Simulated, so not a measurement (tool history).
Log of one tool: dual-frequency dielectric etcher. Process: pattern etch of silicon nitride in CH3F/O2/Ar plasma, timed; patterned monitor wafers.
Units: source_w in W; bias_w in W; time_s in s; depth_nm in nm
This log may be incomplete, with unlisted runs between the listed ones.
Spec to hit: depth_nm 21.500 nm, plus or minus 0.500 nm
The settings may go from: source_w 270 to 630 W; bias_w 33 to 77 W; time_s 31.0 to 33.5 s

| run | hour | source_w | bias_w | time_s | depth_nm |
|---|---|---|---|---|---|
| 1 | 0.0 | 450 | 55 | 33.5 | 23.858 |
| 2 | 7.5 | 450 | 64 | 33.5 | 25.074 |
| 3 | 13.0 | 480 | 64 | 33.5 | 26.081 |
| 4 | 18.7 | 480 | 64 | 33.5 | 25.984 |
| 5 | 24.8 | 440 | 63 | 33.5 | 24.632 |
| 6 | 25.6 | 440 | 55 | 33.5 | 23.609 |
| 7 | 26.5 | 420 | 54 | 33.5 | 22.824 |
|  | 30.4 | wet clean of the chamber |
| 8 | 30.4 | 410 | 54 | 33.5 | 23.087 |
| 9 | 31.5 | 390 | 53 | 33.5 | 22.281 |

Exactly one of the 5 candidate moves below puts every result within its allowed miss. Which one?
| A | 32.6 | 340 | 51 | 33.5 | ? |
| B | 32.6 | 430 | 48 | 33.5 | ? |
| C | 32.6 | 430 | 50 | 31.0 | ? |
| D | 32.6 | 370 | 60 | 33.5 | ? |
| E | 32.6 | 420 | 44 | 31.0 | ? |

| move | depth_nm |
|---|---|
| A | 20.105 |
| B | 22.955 |
| C | 21.501 |
| D | 22.399 |
| E | 20.414 |
A: takes the biggest miss from the last run beyond its target
B: moves away from the targets compared with the last run
C: in spec on every target
D: moves away from the targets compared with the last run
E: takes the biggest miss from the last run beyond its target
Move C is the one to make.
